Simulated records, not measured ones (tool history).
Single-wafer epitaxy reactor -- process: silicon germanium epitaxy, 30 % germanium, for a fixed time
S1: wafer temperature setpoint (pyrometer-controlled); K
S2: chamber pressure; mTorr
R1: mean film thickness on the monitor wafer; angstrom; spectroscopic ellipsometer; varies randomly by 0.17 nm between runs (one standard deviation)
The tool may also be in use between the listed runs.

Run 1, day 0.000: S1 863.15 K, S2 25100 mTorr. Result: R1 530.55 angstrom.
Run 2, day 0.158: S1 863.15 K, S2 22900 mTorr. Result: R1 514.11 angstrom.
Run 3, day 0.521: S1 863.15 K, S2 26700 mTorr. Result: R1 548.70 angstrom.
Run 4, day 0.888: S1 858.15 K, S2 26500 mTorr. Result: R1 500.71 angstrom.
Run 5, day 0.983: S1 863.15 K, S2 26500 mTorr. Result: R1 548.01 angstrom.
Run 6, day 1.067: S1 859.15 K, S2 26500 mTorr. Result: R1 505.28 angstrom.
Run 7, day 1.129: S1 855.15 K, S2 26300 mTorr. Result: R1 472.39 angstrom.

For run 8, what comes out?
Run 8, day 1.262: S1 852.15 K, S2 26100 mTorr. Result: R1 ?.

{"run 8": {"R1": 445.15}}
